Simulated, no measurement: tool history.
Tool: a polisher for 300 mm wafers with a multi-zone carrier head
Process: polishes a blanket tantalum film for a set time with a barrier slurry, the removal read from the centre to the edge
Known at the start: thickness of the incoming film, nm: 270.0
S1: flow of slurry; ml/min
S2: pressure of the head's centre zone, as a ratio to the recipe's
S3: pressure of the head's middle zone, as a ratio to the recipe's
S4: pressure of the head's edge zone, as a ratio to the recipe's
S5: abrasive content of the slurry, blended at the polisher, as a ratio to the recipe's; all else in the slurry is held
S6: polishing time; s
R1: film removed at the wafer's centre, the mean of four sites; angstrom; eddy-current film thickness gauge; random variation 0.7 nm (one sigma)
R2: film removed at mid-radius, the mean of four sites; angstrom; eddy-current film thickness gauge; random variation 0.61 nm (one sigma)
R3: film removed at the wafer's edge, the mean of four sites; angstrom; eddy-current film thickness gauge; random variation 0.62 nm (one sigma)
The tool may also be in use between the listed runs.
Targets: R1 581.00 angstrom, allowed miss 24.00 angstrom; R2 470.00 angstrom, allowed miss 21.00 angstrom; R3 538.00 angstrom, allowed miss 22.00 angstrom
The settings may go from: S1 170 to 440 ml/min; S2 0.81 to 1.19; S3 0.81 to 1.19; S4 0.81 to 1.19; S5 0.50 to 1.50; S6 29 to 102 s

run  hour   S1    S2    S3    S4    S5  S6      R1       R2       R3
  1   0.0  280  1.00  1.00  1.00  1.00  65  937.79  1027.10  1017.20
  2   3.3  280  1.02  0.97  0.99  0.90  59  856.40   911.36   922.50
  3  12.1  280  1.02  0.90  0.99  0.90  59  865.07   846.30   900.03
  4  18.6  280  1.02  0.90  0.94  0.90  59  862.94   822.96   878.24
  5  23.4  280  1.02  0.84  0.94  0.90  59  843.58   781.96   906.43
  6  25.8  275  1.03  0.83  0.93  0.85  55  809.94   730.34   806.77
  7  29.7  265  1.04  0.83  0.94  0.85  50  718.37   640.24   741.52
  8  36.0  255  1.05  0.83  0.93  0.80  48  687.18   622.32   690.42
  9  42.3  260  1.07  0.83  0.95  0.80  45  640.51   578.98   670.22
 10  50.3  260  1.09  0.83  0.94  0.75  44  642.71   563.02   630.06
 11  52.7  255  1.11  0.83  0.95  0.70  43  627.08   541.67   609.64
 12  57.9  250  1.12  0.83  0.96  0.65  43  629.26   539.66   609.81
 13  59.6  245  1.13  0.83  0.96  0.60  42  605.77   514.17   583.02

Which of these 4 next moves meets every target?
  A  61.3  260  1.13  0.87  0.91  0.60  37   ?   ?   ?
  B  61.3  220  1.19  0.82  0.91  0.50  41   ?   ?   ?
  C  61.3  280  1.18  0.83  0.92  0.65  42   ?   ?   ?
  D  61.3  205  1.16  0.82  0.97  0.50  37   ?   ?   ?

move      R1      R2      R3
   A  543.87  467.20  505.72
   B  595.29  469.38  536.51
   C  652.12  521.00  588.46
   D  521.23  419.59  495.34
A: brings the result that was furthest off to its target, and leaves another outside
B: meets every target
C: further off than the last run
D: takes the result that was furthest off past its target
The right move is B.
